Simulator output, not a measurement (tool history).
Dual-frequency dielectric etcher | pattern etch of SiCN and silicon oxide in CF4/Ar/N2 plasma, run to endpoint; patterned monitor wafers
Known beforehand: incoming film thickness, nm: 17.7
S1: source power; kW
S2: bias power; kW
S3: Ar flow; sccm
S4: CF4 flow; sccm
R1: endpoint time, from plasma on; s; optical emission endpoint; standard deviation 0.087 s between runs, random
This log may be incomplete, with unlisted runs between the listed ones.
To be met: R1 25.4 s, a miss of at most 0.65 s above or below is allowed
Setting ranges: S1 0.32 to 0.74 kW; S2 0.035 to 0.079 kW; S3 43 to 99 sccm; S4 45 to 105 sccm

run  hour    S1     S2  S3  S4      R1
  1     0  0.53  0.057  71  75  20.006
  2   6.3  0.53  0.057  71  69  20.104
  3  13.4  0.49  0.057  71  69  21.684
  4    14  0.47  0.057  71  69  22.402
  5  15.8  0.45  0.057  71  69  23.394
  6  16.5  0.45  0.062  71  69  22.847
  7  25.4  0.45  0.062  71  69    22.8
  8    26  0.43  0.062  71  69  23.802
  9  34.9  0.42  0.062  71  69  24.301

5 candidate next runs follow, results not yet known. Just one meets every target within its allowed miss. Identify it.
  A  43.8  0.44  0.061  66  73   ?
  B  43.8  0.41  0.058  71  64   ?
  C  43.8  0.44  0.067  73  72   ?
  D  43.8  0.36  0.069  70  76   ?
  E  43.8  0.43   0.06  66  71   ?

move      R1
   A  23.062
   B  25.585
   C  22.806
   D  26.855
   E  23.731
A: lands further from the targets than the last run did
B: each result inside its tolerance
C: lands further from the targets than the last run did
D: moves the result that the last run missed by most past its target, out the other side
E: lands further from the targets than the last run did
Move B is the one to make.

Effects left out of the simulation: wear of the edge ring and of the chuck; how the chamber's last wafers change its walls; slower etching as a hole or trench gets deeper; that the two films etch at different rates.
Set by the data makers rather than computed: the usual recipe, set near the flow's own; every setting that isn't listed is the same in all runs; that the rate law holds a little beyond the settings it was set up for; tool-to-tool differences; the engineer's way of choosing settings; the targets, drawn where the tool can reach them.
